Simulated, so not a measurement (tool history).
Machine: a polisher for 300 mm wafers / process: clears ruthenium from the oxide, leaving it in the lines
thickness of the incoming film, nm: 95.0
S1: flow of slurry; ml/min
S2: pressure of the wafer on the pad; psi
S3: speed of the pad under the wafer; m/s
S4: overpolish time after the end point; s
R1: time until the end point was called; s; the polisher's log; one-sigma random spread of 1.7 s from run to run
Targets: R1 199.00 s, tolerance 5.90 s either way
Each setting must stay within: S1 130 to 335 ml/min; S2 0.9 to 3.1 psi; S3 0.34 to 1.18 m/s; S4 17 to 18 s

| run | hour | S1 | S2 | S3 | S4 | R1 |
|---|---|---|---|---|---|---|
| 1 | 0.0 | 215 | 2.0 | 0.76 | 17 | 135.49 |
| 2 | 2.1 | 215 | 2.5 | 0.76 | 17 | 111.75 |
| 3 | 6.4 | 215 | 2.2 | 0.76 | 17 | 122.84 |
| 4 | 8.9 | 260 | 2.2 | 0.76 | 17 | 122.12 |
| 5 | 17.0 | 260 | 2.0 | 0.76 | 17 | 133.18 |
| 6 | 23.9 | 260 | 2.0 | 0.58 | 17 | 170.74 |
| 7 | 25.7 | 260 | 1.9 | 0.58 | 17 | 178.27 |
| 8 | 26.5 | 260 | 1.8 | 0.58 | 17 | 187.17 |

5 next moves are on the table. One of them brings every result within its allowed miss. Which?
| A | 27.3 | 225 | 1.9 | 0.52 | 17 | ? |
| B | 27.3 | 255 | 2.1 | 0.50 | 17 | ? |
| C | 27.3 | 300 | 1.7 | 0.62 | 17 | ? |
| D | 27.3 | 255 | 1.8 | 0.58 | 18 | ? |
| E | 27.3 | 250 | 1.7 | 0.54 | 18 | ? |

| move | R1 |
|---|---|
| A | 196.40 |
| B | 184.08 |
| C | 179.47 |
| D | 184.26 |
| E | 206.52 |
A: in spec on every target
B: moves away from the targets compared with the last run
C: moves away from the targets compared with the last run
D: moves away from the targets compared with the last run
E: the result that was furthest off in the last run now lies on the other side of its target
Answer: A
